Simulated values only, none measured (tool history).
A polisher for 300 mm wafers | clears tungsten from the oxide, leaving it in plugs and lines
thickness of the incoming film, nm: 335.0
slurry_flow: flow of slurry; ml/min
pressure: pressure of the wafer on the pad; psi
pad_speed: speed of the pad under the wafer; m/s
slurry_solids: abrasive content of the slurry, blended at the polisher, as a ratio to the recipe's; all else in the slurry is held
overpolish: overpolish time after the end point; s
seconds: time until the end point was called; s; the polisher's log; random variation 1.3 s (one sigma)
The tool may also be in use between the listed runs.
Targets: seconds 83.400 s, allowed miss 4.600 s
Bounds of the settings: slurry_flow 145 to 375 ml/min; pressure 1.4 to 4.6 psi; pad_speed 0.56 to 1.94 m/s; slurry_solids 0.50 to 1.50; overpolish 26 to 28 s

{"run": 1, "hour": 0.0, "slurry_flow": 240, "pressure": 3.0, "pad_speed": 1.24, "slurry_solids": 1.0, "overpolish": 26, "seconds": 59.234}
{"run": 2, "hour": 4.3, "slurry_flow": 200, "pressure": 3.0, "pad_speed": 1.24, "slurry_solids": 1.0, "overpolish": 26, "seconds": 62.569}
{"run": 3, "hour": 8.6, "slurry_flow": 235, "pressure": 3.0, "pad_speed": 1.24, "slurry_solids": 1.0, "overpolish": 26, "seconds": 60.681}
{"run": 4, "hour": 15.5, "slurry_flow": 235, "pressure": 3.3, "pad_speed": 1.24, "slurry_solids": 1.0, "overpolish": 26, "seconds": 55.844}
{"run": 5, "hour": 18.1, "slurry_flow": 235, "pressure": 3.1, "pad_speed": 1.22, "slurry_solids": 1.0, "overpolish": 26, "seconds": 58.12}
{"run": 6, "hour": 21.2, "slurry_flow": 235, "pressure": 3.1, "pad_speed": 1.22, "slurry_solids": 1.0, "overpolish": 28, "seconds": 61.15}
{"run": 7, "hour": 22.3, "slurry_flow": 235, "pressure": 2.9, "pad_speed": 1.2, "slurry_solids": 1.0, "overpolish": 28, "seconds": 64.559}
{"run": 8, "hour": 29.1, "slurry_flow": 230, "pressure": 2.8, "pad_speed": 1.2, "slurry_solids": 1.0, "overpolish": 28, "seconds": 64.354}
{"run": 9, "hour": 35.2, "slurry_flow": 230, "pressure": 2.6, "pad_speed": 1.18, "slurry_solids": 1.0, "overpolish": 28, "seconds": 70.594}
{"hour": 37.2, "done": "slurry nozzle cleaned"}
{"run": 10, "hour": 37.2, "slurry_flow": 230, "pressure": 2.5, "pad_speed": 1.18, "slurry_solids": 1.0, "overpolish": 28, "seconds": 70.83}
{"run": 11, "hour": 39.1, "slurry_flow": 230, "pressure": 1.9, "pad_speed": 1.14, "slurry_solids": 1.0, "overpolish": 28, "seconds": 89.926}

5 next moves are on the table. One of them brings every result within its allowed miss. Which?
{"run": "A", "hour": 41.0, "slurry_flow": 280, "pressure": 1.7, "pad_speed": 0.88, "slurry_solids": 1.15, "overpolish": 27, "seconds": "?"}
{"run": "B", "hour": 41.0, "slurry_flow": 280, "pressure": 1.7, "pad_speed": 1.66, "slurry_solids": 1.05, "overpolish": 26, "seconds": "?"}
{"run": "C", "hour": 41.0, "slurry_flow": 210, "pressure": 2.1, "pad_speed": 1.5, "slurry_solids": 0.8, "overpolish": 28, "seconds": "?"}
{"run": "D", "hour": 41.0, "slurry_flow": 225, "pressure": 2.4, "pad_speed": 1.02, "slurry_solids": 0.85, "overpolish": 28, "seconds": "?"}
{"run": "E", "hour": 41.0, "slurry_flow": 270, "pressure": 2.3, "pad_speed": 1.22, "slurry_solids": 1.1, "overpolish": 28, "seconds": "?"}

move=A seconds=109.030
move=B seconds=73.845
move=C seconds=73.710
move=D seconds=83.437
move=E seconds=71.806
A: further off than the last run
B: takes the result that was furthest off past its target
C: takes the result that was furthest off past its target
D: meets every target
E: takes the result that was furthest off past its target
Answer: D

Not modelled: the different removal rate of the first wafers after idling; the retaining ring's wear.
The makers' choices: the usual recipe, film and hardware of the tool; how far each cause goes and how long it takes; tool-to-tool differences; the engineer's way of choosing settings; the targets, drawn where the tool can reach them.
